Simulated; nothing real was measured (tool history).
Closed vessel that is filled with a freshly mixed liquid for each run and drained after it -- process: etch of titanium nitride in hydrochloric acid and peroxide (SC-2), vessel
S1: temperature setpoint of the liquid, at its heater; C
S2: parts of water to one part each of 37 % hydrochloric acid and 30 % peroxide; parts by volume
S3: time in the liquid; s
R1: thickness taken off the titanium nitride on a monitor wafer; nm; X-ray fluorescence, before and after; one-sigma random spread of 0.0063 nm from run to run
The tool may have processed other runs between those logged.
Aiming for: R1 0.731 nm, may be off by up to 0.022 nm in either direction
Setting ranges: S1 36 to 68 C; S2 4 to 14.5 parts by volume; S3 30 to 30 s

run	day	S1	S2	S3	R1
1	0	52	8	30	1.1978
2	0.079	52	10.5	30	0.95976
3	0.433	52	10.5	30	0.96545
4	0.521	52	11.5	30	0.87938
5	0.821	52	11.5	30	0.90422
6	1.088	52	11.5	30	0.89549
7	1.229	51.5	11.5	30	0.85686
8	1.446	51	11.5	30	0.82929
9	1.588	50.5	11.5	30	0.79787
10	1.812	50	11.5	30	0.78015
11	1.862	49.5	11.5	30	0.7647
12	1.942	48.5	11.5	30	0.70737

Below are 4 possible settings for the next run. Only one of them brings all results inside the allowed miss of their targets. Which is it?
A	2.021	50	12.5	30	?
B	2.021	48	11.5	30	?
C	2.021	48	12	30	?
D	2.021	48.5	12	30	?

move	R1
A	0.74217
B	0.69704
C	0.67215
D	0.69519
A: every result lands within tolerance
B: further off than the last run
C: further off than the last run
D: further off than the last run
The move that meets every target is A.
